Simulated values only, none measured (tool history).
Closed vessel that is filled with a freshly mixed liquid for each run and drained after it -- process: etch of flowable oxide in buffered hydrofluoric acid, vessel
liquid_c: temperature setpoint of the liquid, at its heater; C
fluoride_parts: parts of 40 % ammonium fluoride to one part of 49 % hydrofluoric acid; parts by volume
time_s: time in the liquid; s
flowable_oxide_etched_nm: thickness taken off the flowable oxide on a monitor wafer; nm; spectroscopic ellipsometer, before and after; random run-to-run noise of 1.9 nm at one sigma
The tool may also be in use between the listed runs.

run	day	liquid_c	fluoride_parts	time_s	flowable_oxide_etched_nm
1	0	23	18	95	160.66
2	0.296	23	23	95	130.66
3	0.367	25	23	95	146.86
4	0.4	27	23	95	160.08
5	0.721	29	23	95	182.22
6	0.858	29	27.5	95	159.3
7	0.954	31	22	95	207.68

Run 8 is up next; what results do you expect?
8	1.183	31	20	95	?

flowable_oxide_etched_nm: 222.48 nm

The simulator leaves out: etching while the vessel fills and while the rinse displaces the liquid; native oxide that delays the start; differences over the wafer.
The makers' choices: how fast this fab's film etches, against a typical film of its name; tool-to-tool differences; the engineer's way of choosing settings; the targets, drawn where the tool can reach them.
